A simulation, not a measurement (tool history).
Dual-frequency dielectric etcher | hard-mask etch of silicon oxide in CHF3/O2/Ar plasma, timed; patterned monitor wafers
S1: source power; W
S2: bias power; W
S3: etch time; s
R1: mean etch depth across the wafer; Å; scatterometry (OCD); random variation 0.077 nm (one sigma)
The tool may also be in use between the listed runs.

Run 1, hour 0.0: S1 660 W, S2 235 W, S3 19.0 s. Result: R1 427.66 Å.
Run 2, hour 3.0: S1 660 W, S2 235 W, S3 17.5 s. Result: R1 391.75 Å.
Run 3, hour 9.5: S1 660 W, S2 235 W, S3 17.5 s. Result: R1 391.49 Å.
Run 4, hour 14.4: S1 630 W, S2 233 W, S3 17.5 s. Result: R1 383.04 Å.
Run 5, hour 15.0: S1 610 W, S2 232 W, S3 17.5 s. Result: R1 378.31 Å.
Run 6, hour 22.6: S1 590 W, S2 231 W, S3 17.5 s. Result: R1 372.44 Å.

Forecast run 7:
Run 7, hour 24.7: S1 580 W, S2 230 W, S3 17.5 s. Result: R1 ?.

Run 7 gave R1 369.96 Å.
